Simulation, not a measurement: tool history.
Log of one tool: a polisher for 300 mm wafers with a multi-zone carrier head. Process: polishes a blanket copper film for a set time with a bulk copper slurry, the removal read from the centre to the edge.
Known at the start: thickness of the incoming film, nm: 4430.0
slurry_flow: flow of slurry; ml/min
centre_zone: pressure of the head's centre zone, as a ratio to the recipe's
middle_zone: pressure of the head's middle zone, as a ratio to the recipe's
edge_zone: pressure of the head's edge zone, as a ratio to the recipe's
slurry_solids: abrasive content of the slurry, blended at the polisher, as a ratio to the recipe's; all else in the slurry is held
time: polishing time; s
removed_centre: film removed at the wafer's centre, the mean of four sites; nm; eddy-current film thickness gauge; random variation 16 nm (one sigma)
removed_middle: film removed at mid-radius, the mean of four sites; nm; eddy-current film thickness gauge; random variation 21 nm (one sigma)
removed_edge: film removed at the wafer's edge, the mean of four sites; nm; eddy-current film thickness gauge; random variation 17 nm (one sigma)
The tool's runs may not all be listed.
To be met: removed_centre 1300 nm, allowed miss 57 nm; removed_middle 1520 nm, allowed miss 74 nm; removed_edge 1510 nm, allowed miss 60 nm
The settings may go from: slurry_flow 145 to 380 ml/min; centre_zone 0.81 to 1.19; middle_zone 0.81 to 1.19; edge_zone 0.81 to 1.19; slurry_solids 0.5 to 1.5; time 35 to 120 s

run  hour  slurry_flow  centre_zone  middle_zone  edge_zone  slurry_solids  time  removed_centre  removed_middle  removed_edge
  1     0          245            1            1          1              1    77          1107.6          1095.4        1107.3
  2   6.5          245            1            1       0.95              1    77          1105.2          1101.3        1098.2
  3   8.2          245         0.97            1       0.95              1    77          1046.9          1072.5        1107.2
  4  11.2          245         0.97         0.96       0.95              1    77          1047.8            1026        1074.4
  5  17.3          245         0.96         0.98       0.97            1.1    79          1115.1          1107.2        1141.3
  6  20.7          245         1.04         0.98       0.97            1.1    79          1200.6          1095.1        1158.9
  7  21.4          245         1.04         0.98       0.97            1.1    79          1194.9          1122.9        1157.7
  8    25          250         0.94         1.08       1.07           1.35    89          1254.7          1424.9        1414.8
  9  26.4          250         0.94         1.09       1.08            1.4    89            1288          1417.8        1440.6
 10  31.3          250         0.94          1.1       1.09            1.4    89          1260.8          1464.8          1427
 11  39.1          250         0.94          1.1        1.1            1.4    89          1282.2          1476.6        1433.8

Which of these 5 next moves meets every target?
  A  46.9          235            1         1.16       1.07            1.4    88               ?               ?             ?
  B  46.9          285         0.89         1.08       1.04           1.45    93               ?               ?             ?
  C  46.9          260            1         1.15       1.16           1.45    83               ?               ?             ?
  D  46.9          205         1.05         1.06       1.16           1.05    93               ?               ?             ?
  E  46.9          260         0.99         1.14        1.1           1.45    83               ?               ?             ?

move  removed_centre  removed_middle  removed_edge
   A          1314.1          1546.6        1384.4
   B          1268.5          1577.7        1480.1
   C          1262.2          1472.8        1366.8
   D          1351.5          1404.5        1408.1
   E          1249.4          1461.9        1339.4
A: further off than the last run
B: meets every target
C: further off than the last run
D: further off than the last run
E: further off than the last run
The right move is B.
